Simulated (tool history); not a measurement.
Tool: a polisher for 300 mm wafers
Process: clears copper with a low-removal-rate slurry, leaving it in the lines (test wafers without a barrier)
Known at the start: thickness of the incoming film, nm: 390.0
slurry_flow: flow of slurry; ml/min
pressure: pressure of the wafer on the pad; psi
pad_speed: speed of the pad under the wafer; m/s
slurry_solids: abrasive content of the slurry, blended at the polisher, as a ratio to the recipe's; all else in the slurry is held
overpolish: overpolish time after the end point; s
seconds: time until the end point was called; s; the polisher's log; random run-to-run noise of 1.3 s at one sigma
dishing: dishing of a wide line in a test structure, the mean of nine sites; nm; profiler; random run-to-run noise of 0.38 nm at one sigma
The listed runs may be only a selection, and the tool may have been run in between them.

run  hour  slurry_flow  pressure  pad_speed  slurry_solids  overpolish  seconds  dishing
  1     0          180       3.3          1              1          29   118.75   52.357
  2   7.4          180       2.9          1              1          29   133.33    48.75
  3    16          180         3          1              1          27   126.89    47.56
  4  16.8          180       3.1          1              1          25   126.04   45.044
  5  19.1          185       3.2          1              1          23    123.1   44.419
  6  25.4          185       3.2          1              1          29   118.66   52.084
  7  32.8          195       3.3          1              1          27   114.47   51.487
     36.1  -- worn pad replaced by a new one
  8  36.1          195       3.4          1              1          25   103.95   54.183

The next listed run, before its measurement:
  9  43.7          190       3.4       1.02              1          23        ?        ?

For run 9 the tool returned seconds 100.2 s, dishing 50.972 nm.
